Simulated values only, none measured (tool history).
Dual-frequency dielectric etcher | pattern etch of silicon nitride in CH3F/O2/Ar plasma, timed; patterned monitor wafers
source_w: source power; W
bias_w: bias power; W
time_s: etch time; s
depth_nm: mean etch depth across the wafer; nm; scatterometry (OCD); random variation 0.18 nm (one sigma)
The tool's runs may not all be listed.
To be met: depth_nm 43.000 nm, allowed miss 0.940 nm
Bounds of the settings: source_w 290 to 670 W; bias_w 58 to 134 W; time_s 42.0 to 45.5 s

run 1 hour=0.0 | source_w=480 bias_w=96 time_s=45.5 | depth_nm=38.877
run 2 hour=5.4 | source_w=480 bias_w=87 time_s=45.5 | depth_nm=37.802
run 3 hour=12.2 | source_w=410 bias_w=87 time_s=45.5 | depth_nm=35.120
run 4 hour=17.0 | source_w=460 bias_w=89 time_s=45.5 | depth_nm=37.055
run 5 hour=20.9 | source_w=460 bias_w=89 time_s=42.0 | depth_nm=34.275
run 6 hour=23.4 | source_w=510 bias_w=92 time_s=42.0 | depth_nm=36.355
run 7 hour=29.6 | source_w=610 bias_w=104 time_s=42.5 | depth_nm=41.372
run 8 hour=38.0 | source_w=620 bias_w=105 time_s=42.5 | depth_nm=41.789

4 next moves are on the table. One of them brings every result within its allowed miss. Which?
run A hour=46.4 | source_w=560 bias_w=108 time_s=43.5 | depth_nm=?
run B hour=46.4 | source_w=640 bias_w=100 time_s=42.0 | depth_nm=?
run C hour=46.4 | source_w=570 bias_w=101 time_s=45.5 | depth_nm=?
run D hour=46.4 | source_w=660 bias_w=91 time_s=42.0 | depth_nm=?

move=A depth_nm=41.476
move=B depth_nm=41.418
move=C depth_nm=42.775
move=D depth_nm=40.746
A: further off than the last run
B: further off than the last run
C: meets every target
D: further off than the last run
The right move is C.
